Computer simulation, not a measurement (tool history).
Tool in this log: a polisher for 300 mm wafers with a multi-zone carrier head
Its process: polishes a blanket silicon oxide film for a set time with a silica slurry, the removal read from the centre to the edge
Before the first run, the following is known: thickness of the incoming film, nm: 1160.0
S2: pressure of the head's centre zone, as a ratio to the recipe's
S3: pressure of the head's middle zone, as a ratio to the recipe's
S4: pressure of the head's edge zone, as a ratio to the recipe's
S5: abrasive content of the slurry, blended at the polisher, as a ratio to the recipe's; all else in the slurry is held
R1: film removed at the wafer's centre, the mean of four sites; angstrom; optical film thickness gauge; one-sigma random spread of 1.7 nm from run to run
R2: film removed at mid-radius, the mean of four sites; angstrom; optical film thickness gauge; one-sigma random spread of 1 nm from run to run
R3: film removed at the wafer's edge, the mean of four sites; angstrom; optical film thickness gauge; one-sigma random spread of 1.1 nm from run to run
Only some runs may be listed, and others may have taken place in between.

run 1 hour=0 | flow_of_slurry_(ml/min)=255 S2=1 S3=1 S4=1 S5=1 polishing_time_(s)=49 | R1=1329.1 R2=1346.9 R3=1293.7
run 2 hour=3.8 | flow_of_slurry_(ml/min)=255 S2=1 S3=1 S4=1 S5=0.9 polishing_time_(s)=49 | R1=1263.4 R2=1284.2 R3=1243.5
run 3 hour=4.5 | flow_of_slurry_(ml/min)=270 S2=1.04 S3=1 S4=1.03 S5=0.9 polishing_time_(s)=49 | R1=1309.3 R2=1290.9 R3=1274.8
run 4 hour=11 | flow_of_slurry_(ml/min)=280 S2=1.07 S3=1 S4=1.03 S5=0.95 polishing_time_(s)=49 | R1=1408 R2=1325.8 R3=1314.7
run 5 hour=13.7 | flow_of_slurry_(ml/min)=280 S2=1.07 S3=1.07 S4=1.03 S5=0.95 polishing_time_(s)=49 | R1=1397.1 R2=1373 R3=1308.3
run 6 hour=21.6 | flow_of_slurry_(ml/min)=290 S2=1.1 S3=1.06 S4=1.04 S5=0.95 polishing_time_(s)=49 | R1=1481 R2=1370 R3=1319.8
run 7 hour=23.1 | flow_of_slurry_(ml/min)=300 S2=1.11 S3=1.06 S4=1.05 S5=0.95 polishing_time_(s)=49 | R1=1461.5 R2=1393.8 R3=1325.8

For run 8, what comes out?
run 8 hour=28.1 | flow_of_slurry_(ml/min)=295 S2=1.13 S3=1.05 S4=1.06 S5=0.95 polishing_time_(s)=49 | R1=? R2=? R3=?

Run 8 gave R1 1492.1 angstrom, R2 1363.5 angstrom, R3 1345.6 angstrom.
